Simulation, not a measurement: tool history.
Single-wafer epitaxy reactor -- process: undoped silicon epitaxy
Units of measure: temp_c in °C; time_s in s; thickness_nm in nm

| run | day | temp_c | time_s | thickness_nm |
|---|---|---|---|---|
| 1 | 0.000 | 640 | 209 | 32.718 |
| 2 | 0.138 | 640 | 191 | 29.763 |
| 3 | 0.238 | 640 | 210 | 32.903 |
| 4 | 0.462 | 640 | 185 | 29.041 |
| 5 | 0.542 | 642 | 185 | 30.483 |
| 6 | 0.812 | 633 | 185 | 24.235 |
| 7 | 0.838 | 645 | 186 | 32.954 |

Run 8, settings as shown, results not yet in. Your forecast:
| 8 | 0.975 | 646 | 186 | ? |

Run 8 yielded thickness_nm 33.715 nm.

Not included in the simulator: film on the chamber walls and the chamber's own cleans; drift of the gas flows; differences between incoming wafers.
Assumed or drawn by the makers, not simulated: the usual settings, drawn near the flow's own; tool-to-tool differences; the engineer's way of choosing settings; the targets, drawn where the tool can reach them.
